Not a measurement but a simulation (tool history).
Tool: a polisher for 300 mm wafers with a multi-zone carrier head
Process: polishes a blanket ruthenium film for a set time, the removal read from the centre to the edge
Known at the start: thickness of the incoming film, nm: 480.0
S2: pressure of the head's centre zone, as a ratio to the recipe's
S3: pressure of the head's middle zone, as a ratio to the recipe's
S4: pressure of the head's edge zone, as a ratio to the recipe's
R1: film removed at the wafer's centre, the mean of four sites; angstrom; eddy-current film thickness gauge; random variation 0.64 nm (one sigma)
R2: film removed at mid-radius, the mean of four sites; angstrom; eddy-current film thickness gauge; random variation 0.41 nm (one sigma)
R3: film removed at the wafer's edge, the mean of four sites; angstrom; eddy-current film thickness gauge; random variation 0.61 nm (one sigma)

run 1 day=0 | flow_of_slurry_(ml/min)=170 S2=1 S3=1 S4=1 polishing_time_(s)=44 | R1=488.84 R2=494.29 R3=489.25
run 2 day=0.042 | flow_of_slurry_(ml/min)=180 S2=1.02 S3=0.99 S4=1.02 polishing_time_(s)=44 | R1=509.55 R2=498.96 R3=507.44
run 3 day=0.238 | flow_of_slurry_(ml/min)=190 S2=1.04 S3=0.98 S4=1.02 polishing_time_(s)=44 | R1=522.13 R2=492.95 R3=503.28
run 4 day=0.458 | flow_of_slurry_(ml/min)=210 S2=1.04 S3=0.98 S4=1.02 polishing_time_(s)=44 | R1=527.16 R2=503.77 R3=517.26
run 5 day=0.821 | flow_of_slurry_(ml/min)=210 S2=1.04 S3=0.98 S4=1.02 polishing_time_(s)=37 | R1=454.18 R2=426.44 R3=424.32
run 6 day=1.029 | flow_of_slurry_(ml/min)=180 S2=1.04 S3=0.98 S4=1.02 polishing_time_(s)=37 | R1=426.24 R2=411.12 R3=423.93
run 7 day=1.175 | flow_of_slurry_(ml/min)=180 S2=1.04 S3=0.98 S4=1.02 polishing_time_(s)=37 | R1=439.05 R2=410.12 R3=422.77
run 8 day=1.392 | flow_of_slurry_(ml/min)=185 S2=1.06 S3=0.98 S4=1.03 polishing_time_(s)=38 | R1=461.61 R2=426.28 R3=440.53

Forecast run 9:
run 9 day=1.512 | flow_of_slurry_(ml/min)=190 S2=1.08 S3=0.98 S4=1.04 polishing_time_(s)=39 | R1=? R2=? R3=?

{"run 9": {"R1": 484.39, "R2": 438.42, "R3": 450.28}}
